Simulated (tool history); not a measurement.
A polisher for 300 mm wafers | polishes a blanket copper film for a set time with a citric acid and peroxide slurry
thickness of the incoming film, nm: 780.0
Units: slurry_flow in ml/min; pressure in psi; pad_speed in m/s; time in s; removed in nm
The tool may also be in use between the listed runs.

| run | day | slurry_flow | pressure | pad_speed | slurry_solids | time | removed |
|---|---|---|---|---|---|---|---|
| 1 | 0.000 | 290 | 3.9 | 1.28 | 1.0 | 106 | 396.11 |
| 2 | 0.058 | 290 | 3.3 | 1.24 | 1.0 | 106 | 330.06 |
| 3 | 0.404 | 290 | 3.3 | 1.36 | 1.0 | 106 | 359.61 |
| 4 | 0.504 | 290 | 2.8 | 1.30 | 1.0 | 106 | 300.03 |
| 5 | 0.738 | 290 | 2.5 | 1.26 | 1.0 | 106 | 260.59 |
| 6 | 0.896 | 290 | 2.3 | 1.26 | 1.0 | 106 | 245.39 |
| 7 | 0.958 | 290 | 2.1 | 1.26 | 1.0 | 106 | 226.14 |
| 8 | 1.321 | 285 | 1.8 | 1.26 | 1.0 | 106 | 203.82 |

The next listed run, before its measurement:
| 9 | 1.438 | 290 | 1.8 | 1.26 | 1.0 | 106 | ? |

{"run 9": {"removed": 202.79}}

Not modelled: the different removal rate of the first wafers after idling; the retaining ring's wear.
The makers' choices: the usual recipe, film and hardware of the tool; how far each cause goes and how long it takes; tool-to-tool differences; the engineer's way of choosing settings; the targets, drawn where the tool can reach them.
